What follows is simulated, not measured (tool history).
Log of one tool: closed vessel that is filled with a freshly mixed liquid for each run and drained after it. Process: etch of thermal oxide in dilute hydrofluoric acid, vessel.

run,hour,temperature setpoint of the liquid (K),parts of water to one part of 49 % hydrofluoric acid (parts by volume),time in the liquid (s),thickness taken off the thermal oxide on a monitor wafer (Å)
1,0,295.15,60,195,165.73
2,7.9,295.15,55,195,182.5
3,13.7,292.15,55,195,158.4
4,22.4,291.15,55,195,152.36
5,31.3,291.15,40,195,217.3
6,33.1,291.15,40,195,215.67
7,37.1,290.65,50,195,166.57

Expected results for the next run?
8,44.1,290.15,55,195,?

{"run 8": {"thickness taken off the thermal oxide on a monitor wafer (Å)": 146.64}}
